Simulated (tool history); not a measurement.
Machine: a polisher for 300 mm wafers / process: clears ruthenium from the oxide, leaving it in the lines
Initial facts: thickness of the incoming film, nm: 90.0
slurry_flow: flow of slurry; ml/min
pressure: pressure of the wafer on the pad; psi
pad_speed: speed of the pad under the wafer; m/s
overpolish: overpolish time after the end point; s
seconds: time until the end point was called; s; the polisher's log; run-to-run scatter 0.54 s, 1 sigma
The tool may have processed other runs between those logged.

run  hour  slurry_flow  pressure  pad_speed  overpolish  seconds
  1   0.0          170       1.9       1.12          32   72.917
  2   4.1          170       1.9       1.12          32   71.037
  3   5.2          190       1.9       1.12          32   70.952
  4   9.2          190       2.1       1.12          32   64.935
  5  13.7          190       2.3       1.12          32   59.351
  6  18.3          190       1.9       1.12          32   70.880
  7  23.3          190       2.1       1.12          32   64.214

The next listed run, before its measurement:
  8  29.6          195       2.3       1.12          32        ?

seconds: 58.554 s
